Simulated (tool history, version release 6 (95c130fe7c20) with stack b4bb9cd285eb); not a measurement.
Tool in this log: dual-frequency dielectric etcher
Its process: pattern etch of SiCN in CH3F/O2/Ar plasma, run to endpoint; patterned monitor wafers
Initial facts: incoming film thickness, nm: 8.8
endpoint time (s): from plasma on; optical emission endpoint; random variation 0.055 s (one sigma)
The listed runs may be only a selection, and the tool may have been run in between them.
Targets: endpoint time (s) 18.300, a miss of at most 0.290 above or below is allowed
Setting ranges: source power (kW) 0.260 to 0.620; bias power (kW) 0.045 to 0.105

| run | hour | source power (kW) | bias power (kW) | endpoint time (s) |
|---|---|---|---|---|
| 1 | 0.0 | 0.440 | 0.075 | 21.418 |
| 2 | 4.1 | 0.390 | 0.075 | 22.722 |
| 3 | 10.6 | 0.410 | 0.075 | 22.182 |
| 4 | 17.2 | 0.430 | 0.075 | 21.643 |
| 5 | 18.4 | 0.430 | 0.064 | 22.748 |
| 6 | 26.0 | 0.450 | 0.065 | 22.225 |
| 7 | 26.6 | 0.470 | 0.066 | 21.617 |
| 8 | 34.4 | 0.490 | 0.066 | 21.142 |
| 9 | 40.9 | 0.510 | 0.066 | 20.689 |
| 10 | 42.4 | 0.520 | 0.066 | 20.568 |
| 11 | 51.0 | 0.530 | 0.067 | 20.207 |

Exercise: of the 5 proposed moves below, exactly one satisfies all targets within the stated allowed misses. Which move is it?
| A | 59.6 | 0.500 | 0.059 | ? |
| B | 59.6 | 0.480 | 0.067 | ? |
| C | 59.6 | 0.430 | 0.059 | ? |
| D | 59.6 | 0.480 | 0.088 | ? |
| E | 59.6 | 0.600 | 0.076 | ? |

| move | endpoint time (s) |
|---|---|
| A | 21.695 |
| B | 21.258 |
| C | 23.372 |
| D | 19.409 |
| E | 18.370 |
A: moves away from the targets compared with the last run
B: moves away from the targets compared with the last run
C: moves away from the targets compared with the last run
D: nearer than the last run, and not there yet
E: in spec on every target
The right move is E.
